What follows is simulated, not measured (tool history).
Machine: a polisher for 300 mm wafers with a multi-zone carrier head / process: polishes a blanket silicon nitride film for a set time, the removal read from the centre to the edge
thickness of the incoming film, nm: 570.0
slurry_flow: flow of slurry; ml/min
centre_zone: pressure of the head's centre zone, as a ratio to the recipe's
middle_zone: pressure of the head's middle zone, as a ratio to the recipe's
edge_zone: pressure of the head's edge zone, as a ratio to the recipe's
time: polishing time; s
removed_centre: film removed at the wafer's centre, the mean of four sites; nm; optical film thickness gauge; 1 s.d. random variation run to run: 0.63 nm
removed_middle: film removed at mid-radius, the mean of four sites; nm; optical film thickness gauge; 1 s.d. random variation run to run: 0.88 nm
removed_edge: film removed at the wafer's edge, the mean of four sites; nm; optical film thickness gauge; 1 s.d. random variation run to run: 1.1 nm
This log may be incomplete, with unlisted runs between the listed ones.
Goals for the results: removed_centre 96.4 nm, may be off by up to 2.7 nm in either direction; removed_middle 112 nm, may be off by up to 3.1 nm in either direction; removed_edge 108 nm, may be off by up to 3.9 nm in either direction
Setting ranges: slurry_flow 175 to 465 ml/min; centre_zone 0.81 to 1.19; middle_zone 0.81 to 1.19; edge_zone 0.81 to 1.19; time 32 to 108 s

run	hour	slurry_flow	centre_zone	middle_zone	edge_zone	time	removed_centre	removed_middle	removed_edge
1	0	295	1	1	1	70	90.098	90.52	90.196
2	7.9	300	1	1.01	1.02	71	93.182	92.799	90.546
3	10.3	355	1	1.01	1.02	71	94.746	96.023	92.11
4	17.7	350	0.99	1.01	1.03	72	95.65	95.028	94.806
5	25	350	0.98	1.03	1.04	73	93.805	98.545	97.907
6	29.4	355	0.98	1.04	1.05	73	96.544	98.638	97.198
7	36.3	360	0.97	1.05	1.06	73	94.923	100.02	97.79
8	43	365	0.96	1.06	1.07	73	93.908	101.49	98.286
9	45.4	370	0.96	1.07	1.08	73	93.036	101.35	97.485
10	46.4	365	0.93	1.11	1.17	80	100.84	115.07	110.96
11	50.6	360	0.93	1.11	1.17	80	100.08	114.51	111.54
12	54.1	355	0.93	1.11	1.17	80	100.22	114.61	111.85

Of the 5 settings listed for the next run, only one would bring every result within its allowed miss of target. Which one?
A	57.6	345	0.99	1.14	1.05	80	?	?	?
B	57.6	455	1	1.19	1.14	76	?	?	?
C	57.6	360	0.96	1.19	1.14	78	?	?	?
D	57.6	350	0.92	1.11	1.14	78	?	?	?
E	57.6	310	0.94	1.09	1.19	83	?	?	?

move	removed_centre	removed_middle	removed_edge
A	104.79	118.56	106.59
B	102.96	119.42	107.27
C	99.641	120.42	108.57
D	95.348	113.15	108.48
E	102.24	117.15	117.02
A: lands further from the targets than the last run did
B: lands further from the targets than the last run did
C: lands further from the targets than the last run did
D: in spec on every target
E: lands further from the targets than the last run did
D is the move that brings every result within its allowed miss.

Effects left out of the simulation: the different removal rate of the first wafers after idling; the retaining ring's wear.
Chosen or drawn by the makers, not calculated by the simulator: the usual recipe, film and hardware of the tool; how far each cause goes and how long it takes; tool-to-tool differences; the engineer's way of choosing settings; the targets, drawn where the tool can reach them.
